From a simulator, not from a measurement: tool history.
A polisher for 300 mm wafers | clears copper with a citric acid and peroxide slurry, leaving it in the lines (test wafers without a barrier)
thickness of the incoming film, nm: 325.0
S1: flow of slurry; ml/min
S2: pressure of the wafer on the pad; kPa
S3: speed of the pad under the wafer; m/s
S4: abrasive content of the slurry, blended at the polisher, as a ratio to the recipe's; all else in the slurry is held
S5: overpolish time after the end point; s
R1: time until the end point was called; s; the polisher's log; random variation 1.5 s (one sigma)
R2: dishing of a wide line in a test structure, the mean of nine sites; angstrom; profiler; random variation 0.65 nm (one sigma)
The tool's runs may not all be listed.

Run 1, hour 0: S1 175 ml/min, S2 17.9 kPa, S3 1.2 m/s, S4 1, S5 13 s. Result: R1 124.32 s, R2 215.22 angstrom.
Run 2, hour 8.4: S1 175 ml/min, S2 17.9 kPa, S3 1.2 m/s, S4 1, S5 9 s. Result: R1 123.79 s, R2 160.79 angstrom.
Run 3, hour 16.3: S1 135 ml/min, S2 17.9 kPa, S3 1.2 m/s, S4 1, S5 9 s. Result: R1 133.36 s, R2 156.77 angstrom.
Run 4, hour 17.5: S1 135 ml/min, S2 17.9 kPa, S3 1.2 m/s, S4 1, S5 13 s. Result: R1 129.17 s, R2 210.04 angstrom.
Run 5, hour 23.3: S1 135 ml/min, S2 18.6 kPa, S3 1.2 m/s, S4 1, S5 15 s. Result: R1 125.17 s, R2 238.81 angstrom.
Run 6, hour 24.7: S1 135 ml/min, S2 18.6 kPa, S3 1.2 m/s, S4 1, S5 19 s. Result: R1 129.61 s, R2 278.92 angstrom.
Run 7, hour 26.4: S1 140 ml/min, S2 19.3 kPa, S3 1.2 m/s, S4 1, S5 19 s. Result: R1 121.16 s, R2 294.6 angstrom.

The next listed run, before its measurement:
Run 8, hour 31.5: S1 145 ml/min, S2 19.3 kPa, S3 1.2 m/s, S4 1, S5 19 s. Result: R1 ?, R2 ?.

R1: 120.77 s
R2: 285.34 angstrom

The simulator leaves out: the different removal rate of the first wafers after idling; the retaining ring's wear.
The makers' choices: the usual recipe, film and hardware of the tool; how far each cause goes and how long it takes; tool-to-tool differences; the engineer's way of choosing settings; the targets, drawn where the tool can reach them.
